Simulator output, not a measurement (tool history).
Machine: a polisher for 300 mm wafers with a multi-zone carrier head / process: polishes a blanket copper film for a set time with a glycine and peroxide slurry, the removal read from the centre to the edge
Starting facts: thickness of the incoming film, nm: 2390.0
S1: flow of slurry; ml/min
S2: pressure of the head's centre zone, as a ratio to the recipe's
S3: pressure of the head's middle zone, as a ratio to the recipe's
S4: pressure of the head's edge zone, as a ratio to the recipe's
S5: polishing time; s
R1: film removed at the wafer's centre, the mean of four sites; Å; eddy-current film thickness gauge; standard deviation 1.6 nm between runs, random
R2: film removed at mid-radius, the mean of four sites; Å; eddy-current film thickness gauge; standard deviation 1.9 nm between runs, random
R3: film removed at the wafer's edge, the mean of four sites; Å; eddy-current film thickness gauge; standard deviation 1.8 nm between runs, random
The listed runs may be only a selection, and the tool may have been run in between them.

Run 1, hour 0.0: S1 135 ml/min, S2 1.00, S3 1.00, S4 1.00, S5 60 s. Result: R1 2073.6 Å, R2 2152.5 Å, R3 2018.2 Å.
Run 2, hour 7.4: S1 130 ml/min, S2 1.00, S3 0.98, S4 0.99, S5 59 s. Result: R1 2028.9 Å, R2 2085.9 Å, R3 1982.9 Å.
Run 3, hour 10.3: S1 130 ml/min, S2 1.06, S3 0.98, S4 0.99, S5 59 s. Result: R1 2131.5 Å, R2 2038.6 Å, R3 2012.3 Å.
Run 4, hour 17.4: S1 130 ml/min, S2 1.06, S3 0.97, S4 0.98, S5 58 s. Result: R1 2129.8 Å, R2 2015.4 Å, R3 1974.4 Å.
Run 5, hour 18.9: S1 130 ml/min, S2 1.06, S3 0.97, S4 1.05, S5 58 s. Result: R1 2099.8 Å, R2 1996.3 Å, R3 2010.9 Å.
Run 6, hour 24.1: S1 130 ml/min, S2 1.10, S3 0.97, S4 1.05, S5 58 s. Result: R1 2190.1 Å, R2 2012.0 Å, R3 2007.8 Å.
Run 7, hour 25.2: S1 130 ml/min, S2 1.09, S3 0.96, S4 1.04, S5 57 s. Result: R1 2149.5 Å, R2 1950.5 Å, R3 1963.1 Å.
Run 8, hour 26.1: S1 95 ml/min, S2 0.99, S3 0.87, S4 0.94, S5 50 s. Result: R1 1571.1 Å, R2 1506.2 Å, R3 1599.7 Å.

What does the tool deliver on the next run?
Run 9, hour 27.7: S1 95 ml/min, S2 0.99, S3 0.87, S4 0.94, S5 50 s. Result: R1 ?, R2 ?, R3 ?.

R1: 1588.4 Å
R2: 1480.3 Å
R3: 1583.4 Å
